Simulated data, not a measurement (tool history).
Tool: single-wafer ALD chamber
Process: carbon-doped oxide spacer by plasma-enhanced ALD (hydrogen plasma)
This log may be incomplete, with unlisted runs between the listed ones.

run	hour	heater temperature setpoint (°C)	number of ALD cycles (cycles)	mean film thickness on the monitor wafer (Å)
1	0	400	174	91.028
2	4.5	401	167	86.84
3	5.2	403	162	84.175
4	10.2	403	173	90.168
5	16	403	167	87.206
6	17.3	398	167	87.02
7	22.4	398	162	84.672
8	24	398	158	82.917
9	32.3	398	158	82.77
10	33.8	405	141	73.539
11	34.5	404	142	73.624

Run 12 comes next. What will it give?
12	36.6	403	143	?

mean film thickness on the monitor wafer (Å): 75.014
